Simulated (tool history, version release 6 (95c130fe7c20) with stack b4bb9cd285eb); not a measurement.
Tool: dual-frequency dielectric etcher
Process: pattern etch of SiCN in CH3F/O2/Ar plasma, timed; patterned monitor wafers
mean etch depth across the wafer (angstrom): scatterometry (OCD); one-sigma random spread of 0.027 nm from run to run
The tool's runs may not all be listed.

run,day,source power (kW),bias power (kW),etch time (s),mean etch depth across the wafer (angstrom)
1,0,0.44,0.058,31.5,104.83
2,0.338,0.41,0.057,31.5,100.85
3,0.462,0.41,0.065,31.5,105.79
4,0.754,0.38,0.065,31.5,103.03
5,1.108,0.36,0.065,31.5,100.62
6,1.362,0.36,0.065,31.5,100.39

Run 7 is up next; what results do you expect?
7,1.4,0.35,0.065,31.5,?

{"run 7": {"mean etch depth across the wafer (angstrom)": 99.681}}
